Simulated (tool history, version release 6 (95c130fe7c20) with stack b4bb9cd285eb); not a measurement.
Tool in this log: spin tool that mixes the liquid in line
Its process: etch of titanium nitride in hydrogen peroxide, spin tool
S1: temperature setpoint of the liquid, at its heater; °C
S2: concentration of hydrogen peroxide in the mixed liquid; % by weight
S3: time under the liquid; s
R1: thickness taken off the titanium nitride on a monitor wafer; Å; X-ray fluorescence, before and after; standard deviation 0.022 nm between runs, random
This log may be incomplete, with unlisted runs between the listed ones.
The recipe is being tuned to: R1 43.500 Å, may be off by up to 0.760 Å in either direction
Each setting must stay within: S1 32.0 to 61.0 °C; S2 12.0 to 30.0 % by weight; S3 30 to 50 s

run,hour,S1,S2,S3,R1
1,0.0,45.0,21.0,50,17.871
2,7.7,47.5,21.0,50,21.825
3,11.5,47.5,21.0,50,21.562
4,14.0,47.5,24.5,50,22.511
5,17.0,47.5,28.5,50,23.289
6,20.8,52.0,28.5,50,32.045
7,26.9,53.0,28.5,50,34.410
8,29.8,53.5,28.5,50,35.762

Exactly one of the 4 candidate moves below puts every result within its allowed miss. Which one?
A,32.7,57.0,23.0,50,?
B,32.7,55.0,28.0,50,?
C,32.7,57.5,30.0,50,?
D,32.7,50.5,28.5,50,?

move,R1
A,43.359
B,39.379
C,47.575
D,28.719
A: all results land within tolerance of their targets
B: gains on the last run, yet a result remains outside its allowed miss
C: takes the biggest miss from the last run beyond its target
D: lands further from the targets than the last run did
Move A is the one to make.

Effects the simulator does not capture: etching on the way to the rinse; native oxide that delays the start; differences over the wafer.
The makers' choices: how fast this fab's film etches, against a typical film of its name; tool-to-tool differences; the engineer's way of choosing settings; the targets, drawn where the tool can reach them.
